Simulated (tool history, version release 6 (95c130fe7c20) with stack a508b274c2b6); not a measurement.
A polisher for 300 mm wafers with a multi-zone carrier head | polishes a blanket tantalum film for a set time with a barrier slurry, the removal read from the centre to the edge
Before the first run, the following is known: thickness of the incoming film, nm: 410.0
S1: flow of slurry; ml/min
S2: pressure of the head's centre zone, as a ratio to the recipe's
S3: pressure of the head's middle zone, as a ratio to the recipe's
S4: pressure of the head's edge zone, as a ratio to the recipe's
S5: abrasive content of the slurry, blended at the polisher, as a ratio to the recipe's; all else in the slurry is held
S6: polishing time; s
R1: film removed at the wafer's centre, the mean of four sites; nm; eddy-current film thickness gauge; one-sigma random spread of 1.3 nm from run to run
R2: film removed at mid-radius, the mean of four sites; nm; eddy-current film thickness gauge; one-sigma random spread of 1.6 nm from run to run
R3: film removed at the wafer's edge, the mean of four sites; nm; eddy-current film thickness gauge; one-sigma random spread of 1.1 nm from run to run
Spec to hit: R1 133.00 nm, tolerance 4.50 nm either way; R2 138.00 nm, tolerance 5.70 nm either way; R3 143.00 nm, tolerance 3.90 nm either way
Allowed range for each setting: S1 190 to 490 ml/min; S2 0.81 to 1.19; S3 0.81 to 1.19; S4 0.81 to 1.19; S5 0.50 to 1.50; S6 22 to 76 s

run  hour   S1    S2    S3    S4    S5  S6      R1      R2      R3
  1   0.0  315  1.00  1.00  1.00  1.00  49  116.54  121.22  118.58
  2   4.8  320  1.01  1.01  1.05  1.10  49  121.45  124.68  123.68
  3   7.3  325  1.00  1.01  1.08  1.20  49  120.43  128.41  129.85
  4  11.0  360  1.00  1.01  1.08  1.20  49  124.38  128.77  131.11
  5  17.9  360  1.00  1.01  1.00  1.20  49  123.07  128.37  127.69
  6  20.1  360  1.00  1.06  1.00  1.20  49  122.85  133.81  123.40
  7  28.6  365  1.00  1.05  1.03  1.25  49  124.99  133.52  130.68
  8  35.6  375  1.00  1.05  1.05  1.30  49  125.34  136.45  130.39
  9  38.8  380  1.00  1.03  1.07  1.35  49  126.37  133.01  133.35
 10  42.9  385  1.00  1.03  1.09  1.40  49  127.04  135.36  134.81
 11  48.5  390  1.00  1.02  1.11  1.45  49  128.08  137.73  137.99
 12  52.1  395  1.01  1.01  1.12  1.45  49  132.28  135.42  139.84

5 candidate next runs follow, results not yet known. Just one meets every target within its allowed miss. Identify it.
  A  55.7  470  0.97  0.98  1.07  1.45  51   ?   ?   ?
  B  55.7  370  0.91  0.93  1.14  1.50  53   ?   ?   ?
  C  55.7  435  1.02  0.97  1.05  1.50  48   ?   ?   ?
  D  55.7  440  1.06  1.14  1.14  1.45  47   ?   ?   ?
  E  55.7  360  1.08  1.06  1.12  1.35  51   ?   ?   ?

move      R1      R2      R3
   A  132.14  139.57  142.23
   B  127.08  137.31  151.63
   C  130.92  130.36  132.95
   D  132.67  145.57  134.60
   E  142.16  144.10  141.18
A: hits every target within its allowed miss
B: carries the result that was furthest off beyond its target, to the other side
C: moves away from the targets compared with the last run
D: moves away from the targets compared with the last run
E: the furthest-off result lands on target, but another misses its tolerance
Move A is the one to make.
